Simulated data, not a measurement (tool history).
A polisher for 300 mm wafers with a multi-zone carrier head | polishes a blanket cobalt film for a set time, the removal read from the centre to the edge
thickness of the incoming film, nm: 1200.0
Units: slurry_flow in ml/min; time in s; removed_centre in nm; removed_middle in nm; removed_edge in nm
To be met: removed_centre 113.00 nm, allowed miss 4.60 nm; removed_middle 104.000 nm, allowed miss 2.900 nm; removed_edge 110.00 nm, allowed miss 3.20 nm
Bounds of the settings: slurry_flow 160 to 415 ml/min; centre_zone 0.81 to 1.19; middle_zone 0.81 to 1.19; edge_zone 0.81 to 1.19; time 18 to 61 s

run 1 hour=0.0 | slurry_flow=265 centre_zone=1.00 middle_zone=1.00 edge_zone=1.00 time=39 | removed_centre=197.17 removed_middle=202.940 removed_edge=198.71
run 2 hour=0.5 | slurry_flow=255 centre_zone=0.99 middle_zone=0.96 edge_zone=0.97 time=34 | removed_centre=172.16 removed_middle=168.470 removed_edge=170.64
run 3 hour=1.9 | slurry_flow=250 centre_zone=0.97 middle_zone=0.94 edge_zone=0.94 time=31 | removed_centre=148.23 removed_middle=151.700 removed_edge=154.34
run 4 hour=6.7 | slurry_flow=245 centre_zone=0.98 middle_zone=0.92 edge_zone=0.91 time=29 | removed_centre=141.79 removed_middle=140.890 removed_edge=140.86
run 5 hour=14.7 | slurry_flow=235 centre_zone=0.98 middle_zone=0.89 edge_zone=0.90 time=27 | removed_centre=132.22 removed_middle=125.210 removed_edge=131.23
run 6 hour=23.4 | slurry_flow=275 centre_zone=0.98 middle_zone=0.89 edge_zone=0.90 time=27 | removed_centre=133.84 removed_middle=127.090 removed_edge=133.09
-- hour=24.2 slurry nozzle cleaned
run 7 hour=24.2 | slurry_flow=235 centre_zone=0.96 middle_zone=0.82 edge_zone=0.81 time=21 | removed_centre=101.76 removed_middle=95.032 removed_edge=102.38
run 8 hour=28.6 | slurry_flow=250 centre_zone=0.97 middle_zone=0.83 edge_zone=0.82 time=21 | removed_centre=105.73 removed_middle=94.947 removed_edge=102.98
run 9 hour=35.2 | slurry_flow=255 centre_zone=0.97 middle_zone=0.84 edge_zone=0.83 time=21 | removed_centre=102.97 removed_middle=97.512 removed_edge=102.55
run 10 hour=42.8 | slurry_flow=255 centre_zone=0.98 middle_zone=0.85 edge_zone=0.85 time=21 | removed_centre=107.25 removed_middle=95.960 removed_edge=105.00
run 11 hour=44.9 | slurry_flow=320 centre_zone=0.97 middle_zone=0.93 edge_zone=0.87 time=22 | removed_centre=112.19 removed_middle=111.730 removed_edge=111.05
run 12 hour=50.5 | slurry_flow=320 centre_zone=0.97 middle_zone=0.92 edge_zone=0.87 time=22 | removed_centre=113.47 removed_middle=111.100 removed_edge=111.44
run 13 hour=52.7 | slurry_flow=320 centre_zone=0.97 middle_zone=0.91 edge_zone=0.87 time=22 | removed_centre=111.26 removed_middle=110.680 removed_edge=109.84
run 14 hour=53.4 | slurry_flow=315 centre_zone=0.97 middle_zone=0.90 edge_zone=0.87 time=22 | removed_centre=114.27 removed_middle=110.440 removed_edge=112.00

Which of these 5 next moves meets every target?
run A hour=54.1 | slurry_flow=345 centre_zone=0.95 middle_zone=0.82 edge_zone=0.91 time=23 | removed_centre=? removed_middle=? removed_edge=?
run B hour=54.1 | slurry_flow=375 centre_zone=0.98 middle_zone=0.96 edge_zone=0.86 time=22 | removed_centre=? removed_middle=? removed_edge=?
run C hour=54.1 | slurry_flow=325 centre_zone=0.98 middle_zone=0.89 edge_zone=1.00 time=22 | removed_centre=? removed_middle=? removed_edge=?
run D hour=54.1 | slurry_flow=305 centre_zone=0.97 middle_zone=0.84 edge_zone=0.81 time=22 | removed_centre=? removed_middle=? removed_edge=?
run E hour=54.1 | slurry_flow=370 centre_zone=1.00 middle_zone=0.92 edge_zone=0.85 time=22 | removed_centre=? removed_middle=? removed_edge=?

move=A removed_centre=115.56 removed_middle=106.880 removed_edge=117.74
move=B removed_centre=114.94 removed_middle=117.170 removed_edge=110.98
move=C removed_centre=113.54 removed_middle=108.830 removed_edge=115.62
move=D removed_centre=111.71 removed_middle=103.270 removed_edge=107.88
move=E removed_centre=117.14 removed_middle=112.960 removed_edge=110.57
A: brings the result that was furthest off to its target, and leaves another outside
B: further off than the last run
C: nearer than the last run, and not there yet
D: meets every target
E: further off than the last run
Move D is the one to make.
